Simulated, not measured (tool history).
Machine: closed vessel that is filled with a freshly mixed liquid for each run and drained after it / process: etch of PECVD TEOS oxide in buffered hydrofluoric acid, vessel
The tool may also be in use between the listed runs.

run  hour  temperature setpoint of the liquid (K)  parts of 40 % ammonium fluoride to one part of 49 % hydrofluoric acid (parts by volume)  time in the liquid (s)  thickness taken off the PECVD TEOS oxide on a monitor wafer (angstrom)
  1   0.0                                  293.15                                                                                     19.0                      30                                                                  495.97
  2   6.6                                  294.65                                                                                     17.0                      30                                                                  598.30
  3  13.1                                  296.15                                                                                     15.5                      30                                                                  712.75
  4  20.7                                  293.15                                                                                     15.5                      30                                                                  602.51
  5  25.4                                  293.15                                                                                     18.0                      30                                                                  521.88
  6  26.9                                  294.65                                                                                     16.5                      30                                                                  618.31

Estimate the outcome of run 7 from the log above:
  7  35.8                                  296.15                                                                                     15.0                      30                                                                       ?

Run 7 gave thickness taken off the PECVD TEOS oxide on a monitor wafer (angstrom) 740.41.
